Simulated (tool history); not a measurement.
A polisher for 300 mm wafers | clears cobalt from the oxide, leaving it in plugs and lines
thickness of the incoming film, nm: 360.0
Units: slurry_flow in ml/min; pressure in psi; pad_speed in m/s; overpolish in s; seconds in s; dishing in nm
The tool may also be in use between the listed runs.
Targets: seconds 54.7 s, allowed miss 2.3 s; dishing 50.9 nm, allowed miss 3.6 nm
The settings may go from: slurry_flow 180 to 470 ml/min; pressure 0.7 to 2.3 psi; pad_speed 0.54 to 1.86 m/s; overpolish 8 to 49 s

Run 1, hour 0: slurry_flow 300 ml/min, pressure 1.5 psi, pad_speed 1.18 m/s, overpolish 25 s. Result: seconds 73.933 s, dishing 47.724 nm.
Run 2, hour 6.9: slurry_flow 300 ml/min, pressure 1.6 psi, pad_speed 1.18 m/s, overpolish 25 s. Result: seconds 69.68 s, dishing 47.827 nm.
Run 3, hour 13.5: slurry_flow 300 ml/min, pressure 1.7 psi, pad_speed 1.18 m/s, overpolish 25 s. Result: seconds 65.872 s, dishing 47.567 nm.
Run 4, hour 15: slurry_flow 300 ml/min, pressure 1.7 psi, pad_speed 1.18 m/s, overpolish 21 s. Result: seconds 66.816 s, dishing 44.993 nm.
Run 5, hour 20.4: slurry_flow 330 ml/min, pressure 1.7 psi, pad_speed 1.18 m/s, overpolish 21 s. Result: seconds 64.756 s, dishing 44.801 nm.
Run 6, hour 26.7: slurry_flow 330 ml/min, pressure 1.5 psi, pad_speed 1.18 m/s, overpolish 21 s. Result: seconds 75.186 s, dishing 44.485 nm.
Run 7, hour 29.1: slurry_flow 330 ml/min, pressure 1.6 psi, pad_speed 1.18 m/s, overpolish 22 s. Result: seconds 70.591 s, dishing 44.642 nm.
Run 8, hour 33.4: slurry_flow 330 ml/min, pressure 1.7 psi, pad_speed 1.18 m/s, overpolish 23 s. Result: seconds 66.543 s, dishing 47.886 nm.
Run 9, hour 42.2: slurry_flow 330 ml/min, pressure 1.9 psi, pad_speed 1.2 m/s, overpolish 23 s. Result: seconds 58.388 s, dishing 50.832 nm.

Which of these 4 next moves meets every target?
Run A, hour 51: slurry_flow 310 ml/min, pressure 2.2 psi, pad_speed 1.04 m/s, overpolish 35 s. Result: seconds ?, dishing ?.
Run B, hour 51: slurry_flow 355 ml/min, pressure 2 psi, pad_speed 1.06 m/s, overpolish 20 s. Result: seconds ?, dishing ?.
Run C, hour 51: slurry_flow 285 ml/min, pressure 2 psi, pad_speed 1.1 m/s, overpolish 23 s. Result: seconds ?, dishing ?.
Run D, hour 51: slurry_flow 280 ml/min, pressure 1.9 psi, pad_speed 1.3 m/s, overpolish 24 s. Result: seconds ?, dishing ?.

move  seconds  dishing
   A   58.018   51.593
   B   61.754   46.097
   C   60.805   48.035
   D   54.448   49.521
A: nearer than the last run, and not there yet
B: further off than the last run
C: further off than the last run
D: meets every target
Move D is the one to make.
